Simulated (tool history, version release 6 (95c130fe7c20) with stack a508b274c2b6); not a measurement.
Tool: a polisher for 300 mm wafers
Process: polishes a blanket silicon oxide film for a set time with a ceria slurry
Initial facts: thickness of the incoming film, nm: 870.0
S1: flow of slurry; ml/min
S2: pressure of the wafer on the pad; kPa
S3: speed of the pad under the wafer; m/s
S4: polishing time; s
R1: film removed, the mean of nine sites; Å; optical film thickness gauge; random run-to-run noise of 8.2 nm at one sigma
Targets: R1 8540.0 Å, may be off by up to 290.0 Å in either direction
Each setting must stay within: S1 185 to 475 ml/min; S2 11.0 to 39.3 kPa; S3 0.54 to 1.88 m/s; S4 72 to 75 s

run 1 hour=0.0 | S1=305 S2=24.8 S3=1.20 S4=72 | R1=4989.2
run 2 hour=4.4 | S1=305 S2=24.8 S3=0.94 S4=72 | R1=3983.7
run 3 hour=7.8 | S1=305 S2=28.3 S3=1.00 S4=72 | R1=4847.5
run 4 hour=10.6 | S1=305 S2=31.0 S3=1.04 S4=72 | R1=5506.2
run 5 hour=14.8 | S1=360 S2=31.0 S3=1.04 S4=72 | R1=5458.5
run 6 hour=21.6 | S1=360 S2=31.0 S3=0.88 S4=72 | R1=4628.0
run 7 hour=28.8 | S1=360 S2=33.1 S3=0.96 S4=72 | R1=5475.0
run 8 hour=31.8 | S1=360 S2=34.5 S3=1.02 S4=72 | R1=6020.2
run 9 hour=37.2 | S1=360 S2=34.5 S3=1.02 S4=72 | R1=6082.8

Below are 4 possible settings for the next run. Only one of them brings all results inside the allowed miss of their targets. Which is it?
run A hour=42.6 | S1=345 S2=38.6 S3=1.24 S4=75 | R1=?
run B hour=42.6 | S1=415 S2=32.4 S3=0.86 S4=72 | R1=?
run C hour=42.6 | S1=340 S2=39.3 S3=1.02 S4=75 | R1=?
run D hour=42.6 | S1=405 S2=38.6 S3=1.42 S4=75 | R1=?

move=A R1=8397.0
move=B R1=4840.4
move=C R1=7063.3
move=D R1=9689.3
A: all results land within tolerance of their targets
B: the biggest miss grows against the last run
C: nearer than the last run, and not there yet
D: carries the result that was furthest off beyond its target, to the other side
So the answer is move A, the one that meets all the targets.
